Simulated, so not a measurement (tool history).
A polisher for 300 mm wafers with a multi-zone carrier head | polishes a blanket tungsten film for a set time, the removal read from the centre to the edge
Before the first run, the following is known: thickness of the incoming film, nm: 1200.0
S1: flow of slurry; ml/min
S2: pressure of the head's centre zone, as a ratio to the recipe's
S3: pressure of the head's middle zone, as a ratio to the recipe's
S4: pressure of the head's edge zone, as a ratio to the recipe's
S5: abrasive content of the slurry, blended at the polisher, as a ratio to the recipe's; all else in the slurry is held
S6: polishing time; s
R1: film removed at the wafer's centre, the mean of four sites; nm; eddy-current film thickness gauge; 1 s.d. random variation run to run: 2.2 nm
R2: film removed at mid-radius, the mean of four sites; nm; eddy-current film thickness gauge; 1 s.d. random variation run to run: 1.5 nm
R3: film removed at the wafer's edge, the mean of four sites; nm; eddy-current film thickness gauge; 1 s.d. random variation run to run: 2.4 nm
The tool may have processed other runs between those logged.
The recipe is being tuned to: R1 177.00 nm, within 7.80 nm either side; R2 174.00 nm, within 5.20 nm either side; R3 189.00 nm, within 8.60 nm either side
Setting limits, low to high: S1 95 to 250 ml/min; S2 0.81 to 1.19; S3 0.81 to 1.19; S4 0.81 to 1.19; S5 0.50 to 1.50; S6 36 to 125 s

run 1 hour=0.0 | S1=160 S2=1.00 S3=1.00 S4=1.00 S5=1.00 S6=80 | R1=254.19 R2=251.16 R3=262.01
run 2 hour=8.4 | S1=160 S2=1.00 S3=1.00 S4=1.03 S5=1.00 S6=80 | R1=254.50 R2=253.91 R3=264.40
run 3 hour=14.3 | S1=160 S2=1.00 S3=1.00 S4=0.98 S5=1.00 S6=80 | R1=249.01 R2=251.31 R3=256.91
run 4 hour=22.3 | S1=150 S2=0.99 S3=0.96 S4=0.94 S5=0.85 S6=77 | R1=232.70 R2=227.84 R3=237.09
run 5 hour=26.3 | S1=150 S2=0.91 S3=0.96 S4=0.94 S5=0.85 S6=77 | R1=220.14 R2=228.46 R3=230.53
run 6 hour=30.2 | S1=150 S2=0.91 S3=0.96 S4=0.98 S5=0.85 S6=77 | R1=221.68 R2=223.40 R3=236.82
run 7 hour=35.2 | S1=140 S2=0.88 S3=0.93 S4=0.95 S5=0.75 S6=75 | R1=203.19 R2=205.04 R3=225.07
run 8 hour=41.0 | S1=140 S2=0.88 S3=0.91 S4=0.91 S5=0.65 S6=73 | R1=195.45 R2=196.33 R3=206.77
run 9 hour=48.5 | S1=135 S2=0.87 S3=0.89 S4=0.89 S5=0.60 S6=72 | R1=185.72 R2=182.75 R3=197.45

Exercise: of the 4 proposed moves below, exactly one satisfies all targets within the stated allowed misses. Which move is it?
run A hour=56.0 | S1=110 S2=0.88 S3=0.86 S4=0.91 S5=0.70 S6=75 | R1=? R2=? R3=?
run B hour=56.0 | S1=155 S2=0.88 S3=0.90 S4=0.92 S5=0.50 S6=67 | R1=? R2=? R3=?
run C hour=56.0 | S1=160 S2=0.87 S3=0.83 S4=0.94 S5=0.65 S6=70 | R1=? R2=? R3=?
run D hour=56.0 | S1=190 S2=0.96 S3=0.87 S4=0.93 S5=0.75 S6=62 | R1=? R2=? R3=?

move=A R1=188.18 R2=178.16 R3=206.95
move=B R1=179.56 R2=173.93 R3=189.44
move=C R1=194.14 R2=176.97 R3=207.74
move=D R1=193.75 R2=172.43 R3=191.61
A: the furthest-off result lands on target, but another misses its tolerance
B: meets every target
C: the furthest-off result lands on target, but another misses its tolerance
D: the furthest-off result lands on target, but another misses its tolerance
The right move is B.
